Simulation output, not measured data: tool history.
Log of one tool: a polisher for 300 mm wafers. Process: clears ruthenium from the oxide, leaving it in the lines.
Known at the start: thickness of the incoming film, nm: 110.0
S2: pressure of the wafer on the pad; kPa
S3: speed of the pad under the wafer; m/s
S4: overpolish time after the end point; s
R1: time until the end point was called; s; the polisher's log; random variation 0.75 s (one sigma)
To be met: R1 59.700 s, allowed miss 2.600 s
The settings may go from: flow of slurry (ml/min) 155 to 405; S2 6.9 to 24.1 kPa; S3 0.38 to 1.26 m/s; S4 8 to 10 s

Run 1, hour 0.0: flow of slurry (ml/min) 260, S2 15.2 kPa, S3 0.82 m/s, S4 10 s. Result: R1 102.510 s.
Run 2, hour 3.3: flow of slurry (ml/min) 260, S2 15.9 kPa, S3 0.82 m/s, S4 10 s. Result: R1 97.196 s.
Run 3, hour 10.5: flow of slurry (ml/min) 260, S2 17.2 kPa, S3 0.82 m/s, S4 10 s. Result: R1 92.515 s.
Run 4, hour 15.3: flow of slurry (ml/min) 260, S2 17.2 kPa, S3 0.82 m/s, S4 8 s. Result: R1 92.286 s.
Run 5, hour 19.8: flow of slurry (ml/min) 260, S2 18.6 kPa, S3 0.82 m/s, S4 8 s. Result: R1 87.235 s.
Run 6, hour 26.2: flow of slurry (ml/min) 260, S2 19.3 kPa, S3 0.84 m/s, S4 8 s. Result: R1 81.901 s.
Run 7, hour 30.0: flow of slurry (ml/min) 260, S2 20.0 kPa, S3 0.84 m/s, S4 8 s. Result: R1 80.758 s.
Run 8, hour 34.9: flow of slurry (ml/min) 260, S2 20.7 kPa, S3 0.86 m/s, S4 8 s. Result: R1 76.930 s.
Run 9, hour 38.7: flow of slurry (ml/min) 260, S2 21.4 kPa, S3 0.88 m/s, S4 8 s. Result: R1 74.835 s.

4 next moves are on the table. One of them brings every result within its allowed miss. Which?
Run A, hour 42.5: flow of slurry (ml/min) 265, S2 23.4 kPa, S3 1.02 m/s, S4 8 s. Result: R1 ?.
Run B, hour 42.5: flow of slurry (ml/min) 280, S2 24.1 kPa, S3 1.08 m/s, S4 9 s. Result: R1 ?.
Run C, hour 42.5: flow of slurry (ml/min) 230, S2 24.1 kPa, S3 1.06 m/s, S4 9 s. Result: R1 ?.
Run D, hour 42.5: flow of slurry (ml/min) 185, S2 24.1 kPa, S3 1.14 m/s, S4 8 s. Result: R1 ?.

move      R1
   A  58.885
   B  54.036
   C  56.303
   D  54.157
A: meets every target
B: takes the result that was furthest off past its target
C: takes the result that was furthest off past its target
D: takes the result that was furthest off past its target
Move A is the one to make.
